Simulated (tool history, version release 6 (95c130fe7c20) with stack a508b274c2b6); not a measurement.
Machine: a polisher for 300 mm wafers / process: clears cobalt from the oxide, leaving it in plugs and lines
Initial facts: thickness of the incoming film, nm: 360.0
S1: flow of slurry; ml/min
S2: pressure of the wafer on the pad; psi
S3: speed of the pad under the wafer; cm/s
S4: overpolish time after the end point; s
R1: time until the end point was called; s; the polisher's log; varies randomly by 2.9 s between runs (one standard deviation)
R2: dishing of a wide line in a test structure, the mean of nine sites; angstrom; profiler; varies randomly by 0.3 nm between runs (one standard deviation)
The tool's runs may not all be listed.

run,day,S1,S2,S3,S4,R1,R2
1,0.000,290,1.9,110,18,61.702,508.95
2,0.188,290,1.9,110,23,61.658,562.43
3,0.417,285,1.7,100,20,77.122,475.13
4,0.500,290,1.6,92,17,86.054,401.36
5,0.804,290,1.6,92,22,86.569,470.98
6,1.042,290,1.9,92,22,71.395,516.02
7,1.083,320,1.8,84,19,83.369,452.31
8,1.108,295,1.6,82,17,99.028,374.74
9,1.192,275,1.5,80,15,105.820,325.25

Predict the results of run 10:
# day 1.458: head pressure recalibrated
10,1.458,265,1.4,78,13,?,?

{"run 10": {"R1": 128.65, "R2": 257.87}}
